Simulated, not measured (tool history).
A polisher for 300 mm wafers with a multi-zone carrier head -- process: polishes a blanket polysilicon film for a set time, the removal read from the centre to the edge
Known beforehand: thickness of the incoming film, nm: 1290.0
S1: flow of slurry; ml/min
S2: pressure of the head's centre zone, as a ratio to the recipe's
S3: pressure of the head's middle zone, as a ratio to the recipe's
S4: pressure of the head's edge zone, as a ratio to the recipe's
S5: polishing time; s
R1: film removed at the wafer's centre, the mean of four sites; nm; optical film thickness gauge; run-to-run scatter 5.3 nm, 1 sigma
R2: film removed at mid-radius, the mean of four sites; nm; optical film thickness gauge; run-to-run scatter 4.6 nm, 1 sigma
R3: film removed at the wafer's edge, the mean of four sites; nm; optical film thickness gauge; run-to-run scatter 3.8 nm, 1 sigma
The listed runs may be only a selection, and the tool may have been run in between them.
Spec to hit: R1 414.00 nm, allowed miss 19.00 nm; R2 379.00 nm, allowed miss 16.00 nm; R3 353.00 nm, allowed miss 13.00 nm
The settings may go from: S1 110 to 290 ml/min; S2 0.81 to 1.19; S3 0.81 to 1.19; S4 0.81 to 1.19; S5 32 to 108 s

run 1 hour=0.0 | S1=185 S2=1.00 S3=1.00 S4=1.00 S5=70 | R1=489.96 R2=492.38 R3=480.71
run 2 hour=2.7 | S1=185 S2=1.01 S3=1.00 S4=0.98 S5=68 | R1=488.98 R2=470.92 R3=456.70
run 3 hour=4.4 | S1=180 S2=1.01 S3=1.00 S4=0.96 S5=67 | R1=469.04 R2=451.15 R3=438.17
run 4 hour=11.5 | S1=175 S2=1.01 S3=1.00 S4=0.94 S5=66 | R1=456.21 R2=459.25 R3=439.28
run 5 hour=13.9 | S1=200 S2=1.01 S3=1.00 S4=0.94 S5=66 | R1=467.95 R2=463.73 R3=444.40
run 6 hour=20.0 | S1=195 S2=1.02 S3=1.00 S4=0.92 S5=65 | R1=467.10 R2=456.36 R3=428.80
run 7 hour=26.8 | S1=190 S2=1.03 S3=1.00 S4=0.91 S5=64 | R1=449.76 R2=446.91 R3=428.28
run 8 hour=35.6 | S1=200 S2=1.05 S3=1.01 S4=0.91 S5=61 | R1=449.06 R2=432.19 R3=406.10
run 9 hour=38.8 | S1=195 S2=1.06 S3=1.01 S4=0.90 S5=60 | R1=441.99 R2=423.07 R3=388.91

Consider the 5 candidate settings below. Which is the only one whose results all fall within their allowed miss of target?
run A hour=42.0 | S1=170 S2=1.07 S3=1.16 S4=0.90 S5=62 | R1=? R2=? R3=?
run B hour=42.0 | S1=140 S2=0.96 S3=1.09 S4=0.92 S5=67 | R1=? R2=? R3=?
run C hour=42.0 | S1=200 S2=0.89 S3=0.98 S4=0.97 S5=65 | R1=? R2=? R3=?
run D hour=42.0 | S1=220 S2=1.07 S3=0.99 S4=0.91 S5=53 | R1=? R2=? R3=?
run E hour=42.0 | S1=240 S2=1.17 S3=0.95 S4=0.89 S5=55 | R1=? R2=? R3=?

move=A R1=456.52 R2=492.90 R3=404.42
move=B R1=422.64 R2=485.41 R3=429.32
move=C R1=409.34 R2=460.39 R3=449.13
move=D R1=408.16 R2=383.61 R3=359.10
move=E R1=469.25 R2=388.79 R3=372.30
A: further off than the last run
B: further off than the last run
C: further off than the last run
D: each result inside its tolerance
E: further off than the last run
The right move is D.

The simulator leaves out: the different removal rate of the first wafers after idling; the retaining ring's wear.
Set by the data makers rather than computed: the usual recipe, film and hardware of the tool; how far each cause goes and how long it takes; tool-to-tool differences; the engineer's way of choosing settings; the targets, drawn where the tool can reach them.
